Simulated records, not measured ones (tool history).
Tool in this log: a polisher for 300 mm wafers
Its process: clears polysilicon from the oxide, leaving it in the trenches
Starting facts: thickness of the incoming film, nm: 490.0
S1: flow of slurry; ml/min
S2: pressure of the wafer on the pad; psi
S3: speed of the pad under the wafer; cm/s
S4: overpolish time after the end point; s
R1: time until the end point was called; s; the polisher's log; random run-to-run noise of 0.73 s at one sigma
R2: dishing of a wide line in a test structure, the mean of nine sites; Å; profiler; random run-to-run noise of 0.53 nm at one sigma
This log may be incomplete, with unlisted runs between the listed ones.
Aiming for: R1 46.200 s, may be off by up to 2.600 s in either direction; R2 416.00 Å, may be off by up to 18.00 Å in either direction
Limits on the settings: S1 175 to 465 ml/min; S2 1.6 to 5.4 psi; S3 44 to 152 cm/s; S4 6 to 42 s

Run 1, hour 0.0: S1 295 ml/min, S2 3.5 psi, S3 98 cm/s, S4 21 s. Result: R1 25.603 s, R2 676.39 Å.
Run 2, hour 0.6: S1 295 ml/min, S2 3.9 psi, S3 98 cm/s, S4 21 s. Result: R1 22.982 s, R2 673.13 Å.
Run 3, hour 7.6: S1 295 ml/min, S2 3.9 psi, S3 88 cm/s, S4 21 s. Result: R1 24.281 s, R2 680.84 Å.
Run 4, hour 14.8: S1 295 ml/min, S2 3.9 psi, S3 88 cm/s, S4 28 s. Result: R1 24.750 s, R2 669.07 Å.
Run 5, hour 21.0: S1 295 ml/min, S2 4.3 psi, S3 88 cm/s, S4 28 s. Result: R1 22.861 s, R2 669.35 Å.
Run 6, hour 25.5: S1 265 ml/min, S2 3.6 psi, S3 88 cm/s, S4 31 s. Result: R1 27.312 s, R2 672.98 Å.
Run 7, hour 33.6: S1 315 ml/min, S2 3.4 psi, S3 78 cm/s, S4 34 s. Result: R1 30.993 s, R2 668.95 Å.
Run 8, hour 35.0: S1 350 ml/min, S2 3.3 psi, S3 70 cm/s, S4 36 s. Result: R1 33.640 s, R2 656.41 Å.
Run 9, hour 38.5: S1 380 ml/min, S2 3.2 psi, S3 64 cm/s, S4 37 s. Result: R1 36.674 s, R2 676.81 Å.
Run 10, hour 40.8: S1 330 ml/min, S2 2.8 psi, S3 70 cm/s, S4 38 s. Result: R1 39.381 s, R2 676.12 Å.
Run 11, hour 43.5: S1 365 ml/min, S2 2.9 psi, S3 64 cm/s, S4 39 s. Result: R1 39.172 s, R2 688.74 Å.
Run 12, hour 47.2: S1 280 ml/min, S2 1.9 psi, S3 92 cm/s, S4 29 s. Result: R1 46.237 s, R2 673.18 Å.
Run 13, hour 55.2: S1 255 ml/min, S2 2.2 psi, S3 84 cm/s, S4 25 s. Result: R1 43.508 s, R2 657.67 Å.
Run 14, hour 56.9: S1 235 ml/min, S2 2.4 psi, S3 74 cm/s, S4 20 s. Result: R1 45.852 s, R2 653.24 Å.
Run 15, hour 63.3: S1 220 ml/min, S2 2.6 psi, S3 66 cm/s, S4 17 s. Result: R1 45.656 s, R2 643.27 Å.
Run 16, hour 64.3: S1 175 ml/min, S2 3.3 psi, S3 44 cm/s, S4 7 s. Result: R1 48.140 s, R2 437.03 Å.

Consider the 4 candidate settings below. Which is the only one whose results all fall within their allowed miss of target?
Run A, hour 65.3: S1 260 ml/min, S2 2.8 psi, S3 44 cm/s, S4 7 s. Result: R1 ?, R2 ?.
Run B, hour 65.3: S1 175 ml/min, S2 3.6 psi, S3 44 cm/s, S4 6 s. Result: R1 ?, R2 ?.
Run C, hour 65.3: S1 180 ml/min, S2 3.1 psi, S3 44 cm/s, S4 7 s. Result: R1 ?, R2 ?.
Run D, hour 65.3: S1 180 ml/min, S2 2.9 psi, S3 44 cm/s, S4 9 s. Result: R1 ?, R2 ?.

move      R1      R2
   A  55.343  415.18
   B  46.883  418.10
   C  53.349  424.32
   D  56.606  471.91
A: corrects the largest miss of the last run, while another result sits out of spec
B: meets every target
C: corrects the largest miss of the last run, while another result sits out of spec
D: lands further from the targets than the last run did
B meets every target.
